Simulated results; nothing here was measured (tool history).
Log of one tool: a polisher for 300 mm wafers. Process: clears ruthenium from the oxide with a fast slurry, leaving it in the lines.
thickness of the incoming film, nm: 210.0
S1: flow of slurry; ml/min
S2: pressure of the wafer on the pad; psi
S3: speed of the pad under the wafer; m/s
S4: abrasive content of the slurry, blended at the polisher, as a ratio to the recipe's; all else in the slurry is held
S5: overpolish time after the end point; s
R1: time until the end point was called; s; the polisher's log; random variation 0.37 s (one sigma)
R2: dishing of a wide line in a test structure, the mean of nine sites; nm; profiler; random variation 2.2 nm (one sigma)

Run 1, hour 0: S1 140 ml/min, S2 2.6 psi, S3 1.06 m/s, S4 1, S5 10 s. Result: R1 49.019 s, R2 37.997 nm.
Run 2, hour 2.2: S1 115 ml/min, S2 2.6 psi, S3 1.06 m/s, S4 1, S5 10 s. Result: R1 49.526 s, R2 37.648 nm.
Run 3, hour 3.4: S1 100 ml/min, S2 2.6 psi, S3 1.06 m/s, S4 1, S5 10 s. Result: R1 50.601 s, R2 36.55 nm.
Run 4, hour 6.7: S1 130 ml/min, S2 2.6 psi, S3 1.06 m/s, S4 1, S5 10 s. Result: R1 47.944 s, R2 37.808 nm.
Run 5, hour 11.8: S1 130 ml/min, S2 2.8 psi, S3 1.06 m/s, S4 1, S5 11 s. Result: R1 45.683 s, R2 44.303 nm.
Run 6, hour 13.4: S1 130 ml/min, S2 3 psi, S3 1.06 m/s, S4 1, S5 12 s. Result: R1 43.718 s, R2 50.641 nm.

Run 7 comes next. What will it give?
Run 7, hour 22.2: S1 130 ml/min, S2 3.2 psi, S3 1.06 m/s, S4 1, S5 13 s. Result: R1 ?, R2 ?.

R1: 42.262 s
R2: 56.459 nm
